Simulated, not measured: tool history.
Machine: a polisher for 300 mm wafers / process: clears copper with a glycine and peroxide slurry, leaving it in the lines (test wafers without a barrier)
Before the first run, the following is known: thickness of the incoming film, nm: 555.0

run    day  flow of slurry (ml/min)  pressure of the wafer on the pad (kPa)  speed of the pad under the wafer (cm/s)  overpolish time after the end point (s)  time until the end point was called (s)  dishing of a wide line in a test structure (Å)
  1  0.000                      185                                    21.4                                      104                                       15                                  100.310                                          544.13
  2  0.150                      185                                    23.4                                      104                                       15                                   92.578                                          586.83
  3  0.508                      205                                    23.4                                      104                                       15                                   90.941                                          590.24
  4  0.804                      205                                    23.4                                      118                                       15                                   84.264                                          635.33
  5  1.012                      205                                    20.7                                      118                                       16                                   91.463                                          629.07
  6  1.246                      205                                    20.7                                      118                                       22                                   92.369                                          773.27
  7  1.583                      205                                    18.6                                      118                                       22                                   98.872                                          733.38
  8  1.704                      205                                    16.5                                      118                                       22                                  106.310                                          696.25
  9  2.038                      205                                    15.2                                      118                                       22                                  113.700                                          661.51
 10  2.112                      205                                    13.8                                      118                                       22                                  117.920                                          637.13
 11  2.346                      205                                    13.1                                      118                                       22                                  121.680                                          618.58
 12  2.717                      205                                    12.4                                      118                                       22                                  125.990                                          603.61
 13  2.892                      205                                    11.7                                      118                                       22                                  130.510                                          584.69

Run 14 has not been measured yet. What should we expect?
 14  3.262                      200                                    11.0                                      118                                       21                                        ?                                               ?

Run 14 yielded time until the end point was called (s) 133.550, dishing of a wide line in a test structure (Å) 546.06.
